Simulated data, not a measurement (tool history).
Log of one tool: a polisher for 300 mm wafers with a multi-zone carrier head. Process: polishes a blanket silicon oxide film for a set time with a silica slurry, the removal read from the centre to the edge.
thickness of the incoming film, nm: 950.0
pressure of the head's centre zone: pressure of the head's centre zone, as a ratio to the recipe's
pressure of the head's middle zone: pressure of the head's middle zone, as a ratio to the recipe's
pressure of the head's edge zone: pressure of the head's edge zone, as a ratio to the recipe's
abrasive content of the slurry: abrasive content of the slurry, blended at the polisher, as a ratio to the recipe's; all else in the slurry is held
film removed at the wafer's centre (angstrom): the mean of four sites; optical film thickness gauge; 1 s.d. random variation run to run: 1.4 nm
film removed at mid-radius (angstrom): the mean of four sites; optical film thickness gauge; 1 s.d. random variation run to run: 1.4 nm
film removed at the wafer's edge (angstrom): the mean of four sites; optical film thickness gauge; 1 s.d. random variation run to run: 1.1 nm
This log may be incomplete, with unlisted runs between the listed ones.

run	day	flow of slurry (ml/min)	pressure of the head's centre zone	pressure of the head's middle zone	pressure of the head's edge zone	abrasive content of the slurry	polishing time (s)	film removed at the wafer's centre (angstrom)	film removed at mid-radius (angstrom)	film removed at the wafer's edge (angstrom)
1	0.000	165	1.00	1.00	1.00	1.00	54	917.03	926.12	889.01
2	0.029	165	0.92	1.00	1.00	1.00	54	845.36	908.50	902.66
3	0.092	170	0.94	1.01	1.02	1.05	55	900.46	945.39	944.80
4	0.204	175	0.96	1.03	1.03	1.10	56	956.65	1020.70	980.87
5	0.458	180	0.98	1.03	1.04	1.15	57	994.79	1049.30	1023.50
6	0.558	180	0.98	1.03	1.09	1.15	57	1003.50	1047.50	1052.30
7	0.812	185	1.00	1.04	1.10	1.20	58	1073.30	1111.80	1099.80
8	1.042	190	1.02	1.05	1.11	1.25	58	1118.90	1130.60	1122.90
9	1.225	195	1.03	1.06	1.12	1.30	58	1153.90	1177.90	1134.90
10	1.271	200	1.04	1.06	1.13	1.35	59	1184.70	1214.40	1196.80
11	1.496	205	1.05	1.07	1.14	1.35	59	1217.80	1229.10	1209.70

Run 12, settings as shown, results not yet in. Your forecast:
12	1.621	210	1.06	1.08	1.14	1.35	59	?	?	?

Run 12 gave film removed at the wafer's centre (angstrom) 1224.10, film removed at mid-radius (angstrom) 1233.70, film removed at the wafer's edge (angstrom) 1205.50.

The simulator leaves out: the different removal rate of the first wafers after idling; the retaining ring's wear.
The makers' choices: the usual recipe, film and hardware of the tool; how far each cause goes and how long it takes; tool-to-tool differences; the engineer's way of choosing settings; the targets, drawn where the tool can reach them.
